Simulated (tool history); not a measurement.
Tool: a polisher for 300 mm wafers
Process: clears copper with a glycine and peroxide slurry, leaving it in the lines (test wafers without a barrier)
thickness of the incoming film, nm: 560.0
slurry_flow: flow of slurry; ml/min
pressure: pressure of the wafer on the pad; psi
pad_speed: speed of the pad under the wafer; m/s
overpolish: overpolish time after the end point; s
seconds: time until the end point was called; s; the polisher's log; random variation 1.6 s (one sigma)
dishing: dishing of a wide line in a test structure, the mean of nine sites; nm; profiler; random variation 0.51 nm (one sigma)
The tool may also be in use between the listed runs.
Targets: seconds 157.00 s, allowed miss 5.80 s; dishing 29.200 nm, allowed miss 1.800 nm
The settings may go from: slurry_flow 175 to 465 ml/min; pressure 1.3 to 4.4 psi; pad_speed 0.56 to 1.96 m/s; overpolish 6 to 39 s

run 1 day=0.000 | slurry_flow=295 pressure=2.8 pad_speed=1.26 overpolish=20 | seconds=103.61 dishing=71.348
run 2 day=0.262 | slurry_flow=265 pressure=2.8 pad_speed=1.26 overpolish=20 | seconds=106.12 dishing=68.906
run 3 day=0.488 | slurry_flow=270 pressure=2.5 pad_speed=1.26 overpolish=16 | seconds=116.34 dishing=52.261
run 4 day=0.667 | slurry_flow=270 pressure=2.8 pad_speed=1.26 overpolish=16 | seconds=107.49 dishing=57.440
run 5 day=1.000 | slurry_flow=270 pressure=2.5 pad_speed=1.26 overpolish=14 | seconds=116.45 dishing=46.330
run 6 day=1.250 | slurry_flow=270 pressure=2.8 pad_speed=1.26 overpolish=14 | seconds=105.77 dishing=51.220
run 7 day=1.558 | slurry_flow=265 pressure=2.5 pad_speed=1.26 overpolish=13 | seconds=116.28 dishing=44.136
run 8 day=1.650 | slurry_flow=260 pressure=2.2 pad_speed=1.26 overpolish=13 | seconds=130.38 dishing=41.025
run 9 day=1.762 | slurry_flow=260 pressure=1.6 pad_speed=1.24 overpolish=7 | seconds=167.23 dishing=18.239
run 10 day=2.092 | slurry_flow=255 pressure=1.7 pad_speed=1.22 overpolish=9 | seconds=160.63 dishing=23.353
run 11 day=2.438 | slurry_flow=250 pressure=1.7 pad_speed=1.20 overpolish=10 | seconds=166.47 dishing=24.796
run 12 day=2.788 | slurry_flow=245 pressure=1.8 pad_speed=1.20 overpolish=10 | seconds=162.00 dishing=26.569
run 13 day=2.900 | slurry_flow=240 pressure=1.8 pad_speed=1.20 overpolish=10 | seconds=157.54 dishing=26.153
run 14 day=2.938 | slurry_flow=235 pressure=1.8 pad_speed=1.20 overpolish=10 | seconds=159.77 dishing=26.391
run 15 day=2.975 | slurry_flow=235 pressure=1.9 pad_speed=1.20 overpolish=13 | seconds=154.02 dishing=33.889
run 16 day=3.079 | slurry_flow=245 pressure=1.9 pad_speed=1.20 overpolish=13 | seconds=151.43 dishing=35.039
run 17 day=3.371 | slurry_flow=260 pressure=1.9 pad_speed=1.20 overpolish=13 | seconds=152.25 dishing=35.388
run 18 day=3.621 | slurry_flow=255 pressure=1.9 pad_speed=1.22 overpolish=13 | seconds=151.81 dishing=35.654
run 19 day=3.883 | slurry_flow=255 pressure=1.9 pad_speed=1.22 overpolish=12 | seconds=151.80 dishing=34.265
run 20 day=3.975 | slurry_flow=250 pressure=1.9 pad_speed=1.22 overpolish=12 | seconds=150.90 dishing=33.395
run 21 day=4.204 | slurry_flow=260 pressure=1.9 pad_speed=1.22 overpolish=12 | seconds=150.17 dishing=32.696

4 next moves are on the table. One of them brings every result within its allowed miss. Which?
run A day=4.433 | slurry_flow=330 pressure=2.2 pad_speed=1.10 overpolish=10 | seconds=? dishing=?
run B day=4.433 | slurry_flow=270 pressure=2.3 pad_speed=1.04 overpolish=10 | seconds=? dishing=?
run C day=4.433 | slurry_flow=190 pressure=2.2 pad_speed=1.04 overpolish=12 | seconds=? dishing=?
run D day=4.433 | slurry_flow=285 pressure=1.6 pad_speed=1.36 overpolish=11 | seconds=? dishing=?

move=A seconds=140.88 dishing=29.252
move=B seconds=144.43 dishing=28.665
move=C seconds=154.56 dishing=31.730
move=D seconds=155.01 dishing=28.831
A: brings the result that was furthest off to its target, and leaves another outside
B: brings the result that was furthest off to its target, and leaves another outside
C: nearer than the last run, and not there yet
D: meets every target
The right move is D.
